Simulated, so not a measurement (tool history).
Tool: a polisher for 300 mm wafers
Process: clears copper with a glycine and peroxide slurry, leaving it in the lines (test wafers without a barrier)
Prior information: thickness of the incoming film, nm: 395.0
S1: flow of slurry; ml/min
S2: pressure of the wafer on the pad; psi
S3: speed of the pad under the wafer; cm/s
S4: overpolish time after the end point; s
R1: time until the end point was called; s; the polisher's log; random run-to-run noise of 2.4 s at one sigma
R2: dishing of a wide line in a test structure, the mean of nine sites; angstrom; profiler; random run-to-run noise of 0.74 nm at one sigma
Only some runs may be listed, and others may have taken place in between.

| run | hour | S1 | S2 | S3 | S4 | R1 | R2 |
|---|---|---|---|---|---|---|---|
| 1 | 0 | 160 | 1.9 | 92 | 26 | 90.452 | 656.71 |
| 2 | 8.6 | 155 | 1.6 | 88 | 31 | 107.75 | 684.8 |
| 3 | 15.6 | 150 | 1.4 | 86 | 34 | 115.36 | 672.03 |
| 4 | 21.2 | 150 | 0.9 | 86 | 34 | 143.16 | 588.24 |
| 5 | 25.5 | 150 | 0.9 | 86 | 24 | 141.45 | 450.19 |
| 6 | 33.4 | 150 | 0.9 | 102 | 24 | 130.89 | 481.17 |
| 7 | 36.9 | 145 | 0.9 | 96 | 30 | 131.41 | 554.19 |

Run 8, settings as shown, results not yet in. Your forecast:
| 8 | 40.4 | 145 | 0.9 | 90 | 34 | ? | ? |

{"run 8": {"R1": 140.69, "R2": 595.81}}

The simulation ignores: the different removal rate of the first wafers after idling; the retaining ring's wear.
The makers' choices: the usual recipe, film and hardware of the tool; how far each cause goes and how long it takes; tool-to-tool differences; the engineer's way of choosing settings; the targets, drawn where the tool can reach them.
